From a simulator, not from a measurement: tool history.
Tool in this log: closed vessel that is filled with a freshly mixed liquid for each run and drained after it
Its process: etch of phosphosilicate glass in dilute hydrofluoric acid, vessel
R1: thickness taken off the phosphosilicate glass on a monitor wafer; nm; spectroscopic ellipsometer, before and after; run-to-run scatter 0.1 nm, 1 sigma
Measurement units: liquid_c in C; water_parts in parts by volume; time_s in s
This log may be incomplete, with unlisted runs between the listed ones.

{"run": 1, "hour": 0.0, "liquid_c": 23, "water_parts": 135, "time_s": 30, "R1": 14.58}
{"run": 2, "hour": 5.2, "liquid_c": 23, "water_parts": 135, "time_s": 30, "R1": 14.849}
{"run": 3, "hour": 13.5, "liquid_c": 22, "water_parts": 140, "time_s": 30, "R1": 13.37}
{"run": 4, "hour": 15.3, "liquid_c": 18.5, "water_parts": 140, "time_s": 30, "R1": 11.787}
{"run": 5, "hour": 23.4, "liquid_c": 18, "water_parts": 140, "time_s": 30, "R1": 11.592}
{"run": 6, "hour": 31.4, "liquid_c": 21, "water_parts": 140, "time_s": 30, "R1": 12.901}
{"run": 7, "hour": 35.8, "liquid_c": 20.5, "water_parts": 140, "time_s": 30, "R1": 12.887}

What will run 8 give?
{"hour": 40.9, "done": "thermometer replaced"}
{"run": 8, "hour": 40.9, "liquid_c": 17, "water_parts": 155, "time_s": 30, "R1": "?"}

{"run 8": {"R1": 9.3098}}
